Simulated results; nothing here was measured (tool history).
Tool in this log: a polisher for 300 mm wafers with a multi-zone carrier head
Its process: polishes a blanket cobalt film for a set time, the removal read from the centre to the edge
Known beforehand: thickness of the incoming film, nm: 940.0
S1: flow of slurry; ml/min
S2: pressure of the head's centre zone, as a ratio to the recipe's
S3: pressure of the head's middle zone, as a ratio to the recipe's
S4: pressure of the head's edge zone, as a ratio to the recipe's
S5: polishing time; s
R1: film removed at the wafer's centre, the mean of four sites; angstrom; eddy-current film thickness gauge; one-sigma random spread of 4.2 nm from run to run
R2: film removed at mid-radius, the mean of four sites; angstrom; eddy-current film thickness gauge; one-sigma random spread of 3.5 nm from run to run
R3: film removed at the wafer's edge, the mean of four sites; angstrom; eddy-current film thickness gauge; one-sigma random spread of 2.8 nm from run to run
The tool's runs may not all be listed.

| run | hour | S1 | S2 | S3 | S4 | S5 | R1 | R2 | R3 |
|---|---|---|---|---|---|---|---|---|---|
| 1 | 0 | 270 | 1 | 1 | 1 | 65 | 2850.2 | 2913.4 | 2965 |
| 2 | 3.2 | 280 | 1.03 | 1.02 | 1.02 | 66 | 2976.3 | 3012.5 | 3066.3 |
| 3 | 3.8 | 285 | 1.06 | 1.04 | 1.03 | 67 | 3078.8 | 3096.9 | 3113.7 |
| 4 | 8.4 | 290 | 1.08 | 1.05 | 1.04 | 68 | 3287.9 | 3207.3 | 3157.4 |
| 5 | 11 | 290 | 1.08 | 0.98 | 1.04 | 68 | 3177.2 | 2982.8 | 3139.1 |
| 6 | 18.7 | 295 | 1.09 | 1 | 1.05 | 69 | 3285.9 | 3041.9 | 3153.6 |
| 7 | 24.4 | 295 | 1.1 | 1.01 | 1.06 | 70 | 3431.1 | 3189 | 3271.9 |
| 8 | 28.9 | 295 | 1.11 | 1.02 | 1.07 | 70 | 3454.1 | 3226.4 | 3295.6 |
| 9 | 34.4 | 295 | 1.12 | 1.03 | 1.08 | 70 | 3479.5 | 3228.6 | 3260.2 |

What will run 10 give?
| 10 | 38.8 | 300 | 1.12 | 1.04 | 1.09 | 70 | ? | ? | ? |

Run 10 yielded R1 3495.1 angstrom, R2 3271.9 angstrom, R3 3258 angstrom.
